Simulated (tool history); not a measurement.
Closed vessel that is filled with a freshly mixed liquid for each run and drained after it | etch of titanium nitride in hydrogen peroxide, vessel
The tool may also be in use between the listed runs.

| run | hour | temperature setpoint of the liquid (C) | concentration of hydrogen peroxide in the mixed liquid (% by weight) | time in the liquid (s) | thickness taken off the titanium nitride on a monitor wafer (nm) |
|---|---|---|---|---|---|
| 1 | 0.0 | 50.0 | 23.5 | 590 | 19.150 |
| 2 | 8.7 | 50.0 | 26.5 | 590 | 19.569 |
| 3 | 11.7 | 49.5 | 26.5 | 590 | 18.942 |
| 4 | 14.4 | 54.5 | 26.5 | 590 | 27.180 |
| 5 | 20.9 | 54.5 | 24.5 | 590 | 26.673 |
| 6 | 27.9 | 54.5 | 21.5 | 590 | 26.036 |
| 7 | 33.4 | 53.0 | 21.5 | 590 | 23.371 |
| 8 | 41.2 | 52.0 | 21.5 | 590 | 21.568 |
| 9 | 48.5 | 51.0 | 21.5 | 590 | 20.272 |
| 10 | 56.4 | 50.5 | 21.5 | 590 | 19.306 |
| 11 | 64.3 | 50.0 | 21.5 | 590 | 18.722 |
| 12 | 71.2 | 49.5 | 21.5 | 590 | 18.075 |
| 13 | 78.6 | 49.0 | 21.5 | 590 | 17.417 |

Run 14 comes next. What will it give?
| 14 | 85.3 | 48.5 | 21.5 | 590 | ? |

thickness taken off the titanium nitride on a monitor wafer (nm): 16.852

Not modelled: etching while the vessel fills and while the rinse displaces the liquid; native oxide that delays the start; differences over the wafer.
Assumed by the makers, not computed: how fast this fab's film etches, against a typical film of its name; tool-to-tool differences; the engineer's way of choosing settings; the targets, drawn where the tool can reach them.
